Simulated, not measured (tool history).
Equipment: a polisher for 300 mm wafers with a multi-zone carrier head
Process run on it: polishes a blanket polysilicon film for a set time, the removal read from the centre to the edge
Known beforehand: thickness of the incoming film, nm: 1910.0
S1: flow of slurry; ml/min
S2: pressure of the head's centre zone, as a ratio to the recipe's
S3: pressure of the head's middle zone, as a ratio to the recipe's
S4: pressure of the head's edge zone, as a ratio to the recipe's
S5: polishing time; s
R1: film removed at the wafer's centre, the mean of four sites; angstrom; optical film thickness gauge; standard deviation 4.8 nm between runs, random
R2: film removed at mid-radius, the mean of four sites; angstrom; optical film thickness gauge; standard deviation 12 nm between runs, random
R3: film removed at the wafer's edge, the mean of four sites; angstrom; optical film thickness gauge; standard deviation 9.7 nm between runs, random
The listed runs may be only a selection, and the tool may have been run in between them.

run	day	S1	S2	S3	S4	S5	R1	R2	R3
1	0	215	1	1	1	86	6603.8	6796.3	6564.1
2	0.242	215	1.04	1	1	86	6829.5	6719.2	6660.5
3	0.375	195	1.04	1	1	86	6743	6986.4	6551.5
4	0.696	195	0.99	1	1	86	6482.1	6784.4	6551.9
5	0.738	195	0.93	1	1	86	6048.6	6757.9	6561.1
6	1.096	195	0.93	1.08	1	86	6052.1	7297.3	6534.6
7	1.421	205	0.94	1.06	1.04	90	6491.1	7278	7066.2
8	1.558	205	0.95	1.08	1.07	93	6731.3	7850.8	7318.3
9	1.712	220	0.95	1.07	1.1	95	6988.5	7983.6	7678.7
10	1.871	230	0.96	1.06	1.12	96	7207.9	7904.3	7748.3

Estimate the outcome of run 11 from the log above:
11	2.196	235	0.95	1.05	1.14	98	?	?	?

R1: 7287.8 angstrom
R2: 8301.7 angstrom
R3: 8119.9 angstrom
